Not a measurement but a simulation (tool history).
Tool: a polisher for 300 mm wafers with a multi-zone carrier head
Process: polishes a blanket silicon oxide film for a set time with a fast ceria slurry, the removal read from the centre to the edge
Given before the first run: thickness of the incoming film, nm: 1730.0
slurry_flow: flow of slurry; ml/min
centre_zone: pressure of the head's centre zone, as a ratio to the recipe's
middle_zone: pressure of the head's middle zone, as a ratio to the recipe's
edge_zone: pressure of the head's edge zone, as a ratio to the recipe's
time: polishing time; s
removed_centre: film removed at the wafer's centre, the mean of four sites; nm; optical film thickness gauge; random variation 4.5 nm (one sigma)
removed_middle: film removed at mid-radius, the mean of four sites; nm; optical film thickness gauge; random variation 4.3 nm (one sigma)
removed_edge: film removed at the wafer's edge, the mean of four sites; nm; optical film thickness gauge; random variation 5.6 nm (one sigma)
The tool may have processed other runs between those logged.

run 1 hour=0 | slurry_flow=240 centre_zone=1 middle_zone=1 edge_zone=1 time=43 | removed_centre=604.97 removed_middle=561.26 removed_edge=584.23
run 2 hour=5.3 | slurry_flow=245 centre_zone=0.96 middle_zone=1.03 edge_zone=1.01 time=43 | removed_centre=576.43 removed_middle=585 removed_edge=578.42
run 3 hour=10.2 | slurry_flow=245 centre_zone=0.93 middle_zone=1.04 edge_zone=1.03 time=43 | removed_centre=562.47 removed_middle=585.11 removed_edge=587.53
run 4 hour=12.6 | slurry_flow=245 centre_zone=0.93 middle_zone=1.04 edge_zone=1.08 time=43 | removed_centre=570.83 removed_middle=584.55 removed_edge=600.3
run 5 hour=18.4 | slurry_flow=245 centre_zone=1 middle_zone=1.04 edge_zone=1.08 time=43 | removed_centre=602.62 removed_middle=584.37 removed_edge=606.6
run 6 hour=26 | slurry_flow=245 centre_zone=0.96 middle_zone=1.06 edge_zone=1.08 time=43 | removed_centre=594.71 removed_middle=595.47 removed_edge=604.54

What does the tool deliver on the next run?
run 7 hour=27.8 | slurry_flow=245 centre_zone=0.92 middle_zone=1.08 edge_zone=1.08 time=43 | removed_centre=? removed_middle=? removed_edge=?

Run 7 yielded removed_centre 566.49 nm, removed_middle 605.98 nm, removed_edge 601.27 nm.
